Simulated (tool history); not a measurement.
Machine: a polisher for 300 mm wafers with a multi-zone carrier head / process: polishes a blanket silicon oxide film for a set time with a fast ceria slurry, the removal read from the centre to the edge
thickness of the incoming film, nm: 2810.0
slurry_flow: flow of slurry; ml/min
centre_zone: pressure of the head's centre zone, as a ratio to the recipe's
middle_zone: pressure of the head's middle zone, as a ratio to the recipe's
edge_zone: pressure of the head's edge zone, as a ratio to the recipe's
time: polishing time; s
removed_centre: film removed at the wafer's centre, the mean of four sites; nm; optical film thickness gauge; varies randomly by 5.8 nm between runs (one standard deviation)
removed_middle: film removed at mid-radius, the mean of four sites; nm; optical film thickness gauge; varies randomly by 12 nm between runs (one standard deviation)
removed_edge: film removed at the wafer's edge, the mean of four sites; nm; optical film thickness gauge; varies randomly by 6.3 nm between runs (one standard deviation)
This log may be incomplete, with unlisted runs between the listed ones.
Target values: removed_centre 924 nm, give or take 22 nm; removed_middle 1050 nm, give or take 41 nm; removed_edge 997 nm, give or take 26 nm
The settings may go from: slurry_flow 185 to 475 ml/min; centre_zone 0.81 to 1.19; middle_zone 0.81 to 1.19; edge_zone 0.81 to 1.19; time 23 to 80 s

run	hour	slurry_flow	centre_zone	middle_zone	edge_zone	time	removed_centre	removed_middle	removed_edge
1	0	305	1	1	1	51	862.66	846.12	853.16
2	2.2	310	1	1.02	1.02	51	864.58	878.91	860.15
3	9.7	310	1	1.02	1.02	62	1061.3	1057.6	1038.9
4	18	305	0.99	1.02	1.01	62	1034.9	1063.5	1042.8
5	24.7	305	0.99	1.02	0.95	62	1037.8	1082.6	1018.1
6	25.5	305	0.99	1.07	0.95	62	1044.5	1097.7	1014.3
7	27.7	300	0.98	1.06	0.95	62	1028.1	1103.1	997.09
8	36.3	295	0.97	1.05	0.96	62	1018.1	1104.4	1003.3
9	41.8	255	0.88	0.99	0.97	61	881.98	1004.3	984.41
10	43.6	260	0.88	0.99	0.97	61	885.3	1012	986.09
11	44.4	265	0.88	0.99	0.97	61	883.29	1003.9	985.75

Which of these 5 next moves meets every target?
A	45.2	230	0.9	1.02	0.97	63	?	?	?
B	45.2	270	0.94	0.95	1	60	?	?	?
C	45.2	245	1	1.1	0.98	59	?	?	?
D	45.2	305	0.92	1.1	0.84	62	?	?	?
E	45.2	245	0.91	1.08	0.81	64	?	?	?

move	removed_centre	removed_middle	removed_edge
A	923.66	1038.6	1005.4
B	939.76	955.01	986.89
C	971.58	1040.6	951.1
D	965.21	1121.9	951.47
E	958.21	1113.2	949.35
A: all results land within tolerance of their targets
B: gets the furthest-off result to its target, but another result is out of tolerance
C: moves the result that the last run missed by most past its target, out the other side
D: moves the result that the last run missed by most past its target, out the other side
E: moves the result that the last run missed by most past its target, out the other side
Go with A: it meets all targets.
